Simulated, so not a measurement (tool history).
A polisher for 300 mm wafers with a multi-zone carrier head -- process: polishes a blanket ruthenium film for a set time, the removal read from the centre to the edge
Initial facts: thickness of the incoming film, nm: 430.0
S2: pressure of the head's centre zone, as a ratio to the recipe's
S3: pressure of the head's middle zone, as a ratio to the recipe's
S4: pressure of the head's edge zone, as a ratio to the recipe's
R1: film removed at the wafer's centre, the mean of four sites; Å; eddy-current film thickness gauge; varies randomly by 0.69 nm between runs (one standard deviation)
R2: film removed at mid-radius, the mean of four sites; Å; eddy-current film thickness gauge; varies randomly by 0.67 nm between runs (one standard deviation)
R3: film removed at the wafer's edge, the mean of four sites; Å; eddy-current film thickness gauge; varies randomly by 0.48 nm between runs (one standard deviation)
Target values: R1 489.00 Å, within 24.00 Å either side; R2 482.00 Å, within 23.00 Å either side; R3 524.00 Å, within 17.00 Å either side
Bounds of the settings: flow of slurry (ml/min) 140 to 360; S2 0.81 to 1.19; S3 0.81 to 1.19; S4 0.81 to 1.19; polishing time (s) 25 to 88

run 1 hour=0.0 | flow_of_slurry_(ml/min)=230 S2=1.00 S3=1.00 S4=1.00 polishing_time_(s)=56 | R1=685.15 R2=699.39 R3=698.02
run 2 hour=6.8 | flow_of_slurry_(ml/min)=230 S2=1.08 S3=1.00 S4=1.00 polishing_time_(s)=56 | R1=729.93 R2=696.43 R3=696.11
run 3 hour=12.1 | flow_of_slurry_(ml/min)=230 S2=1.08 S3=1.00 S4=1.00 polishing_time_(s)=65 | R1=858.41 R2=826.03 R3=788.00
run 4 hour=13.4 | flow_of_slurry_(ml/min)=225 S2=1.05 S3=0.98 S4=0.98 polishing_time_(s)=58 | R1=716.54 R2=734.52 R3=703.71
run 5 hour=16.4 | flow_of_slurry_(ml/min)=230 S2=1.05 S3=0.97 S4=0.99 polishing_time_(s)=52 | R1=670.80 R2=653.79 R3=643.65
run 6 hour=17.8 | flow_of_slurry_(ml/min)=225 S2=1.03 S3=0.96 S4=1.01 polishing_time_(s)=48 | R1=599.68 R2=580.24 R3=584.57
run 7 hour=26.5 | flow_of_slurry_(ml/min)=215 S2=1.00 S3=0.93 S4=1.03 polishing_time_(s)=47 | R1=577.58 R2=535.48 R3=576.64
run 8 hour=28.5 | flow_of_slurry_(ml/min)=205 S2=0.98 S3=0.92 S4=1.02 polishing_time_(s)=46 | R1=528.85 R2=532.67 R3=557.31
run 9 hour=29.1 | flow_of_slurry_(ml/min)=195 S2=0.98 S3=0.90 S4=1.02 polishing_time_(s)=46 | R1=551.02 R2=522.15 R3=562.23
run 10 hour=32.2 | flow_of_slurry_(ml/min)=195 S2=0.97 S3=0.90 S4=1.02 polishing_time_(s)=45 | R1=525.24 R2=507.13 R3=552.69

Consider the 5 candidate settings below. Which is the only one whose results all fall within their allowed miss of target?
run A hour=35.3 | flow_of_slurry_(ml/min)=255 S2=0.91 S3=0.84 S4=0.94 polishing_time_(s)=43 | R1=? R2=? R3=?
run B hour=35.3 | flow_of_slurry_(ml/min)=140 S2=0.81 S3=0.88 S4=0.94 polishing_time_(s)=47 | R1=? R2=? R3=?
run C hour=35.3 | flow_of_slurry_(ml/min)=210 S2=0.87 S3=0.81 S4=1.11 polishing_time_(s)=47 | R1=? R2=? R3=?
run D hour=35.3 | flow_of_slurry_(ml/min)=245 S2=0.86 S3=0.86 S4=1.19 polishing_time_(s)=44 | R1=? R2=? R3=?
run E hour=35.3 | flow_of_slurry_(ml/min)=185 S2=0.87 S3=0.93 S4=1.07 polishing_time_(s)=42 | R1=? R2=? R3=?

move=A R1=492.79 R2=477.57 R3=521.01
move=B R1=429.37 R2=487.44 R3=526.23
move=C R1=501.66 R2=493.35 R3=605.63
move=D R1=476.26 R2=495.66 R3=596.93
move=E R1=438.20 R2=483.80 R3=522.26
A: all results in spec
B: gets the furthest-off result to its target, but another result is out of tolerance
C: the biggest miss grows against the last run
D: the biggest miss grows against the last run
E: gets the furthest-off result to its target, but another result is out of tolerance
A meets every target.
